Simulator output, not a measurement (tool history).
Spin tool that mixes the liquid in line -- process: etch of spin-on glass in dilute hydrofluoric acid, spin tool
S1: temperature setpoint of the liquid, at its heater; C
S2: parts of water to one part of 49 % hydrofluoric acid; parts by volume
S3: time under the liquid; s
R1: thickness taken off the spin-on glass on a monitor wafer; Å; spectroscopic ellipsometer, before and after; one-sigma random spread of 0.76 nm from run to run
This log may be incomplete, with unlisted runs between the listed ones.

run    day    S1   S2   S3      R1
  1      0    25  145  160  504.95
  2  0.283  28.5  145  160  582.41
  3  0.467    29  135  160  642.72
  4  0.679  29.5  125  160  721.36
  5  1.054  29.5  125  170  757.93
  6  1.079  29.5  125  160  728.64
  7   1.25    30  120  160  775.63
     1.575  -- hydrofluoric acid flow meter replaced
  8  1.575  30.5  115  160  950.55
  9  1.875  30.5  115  160  959.05

For run 10, what comes out?
 10  2.162  31  115  160   ?

R1: 972.1 Å
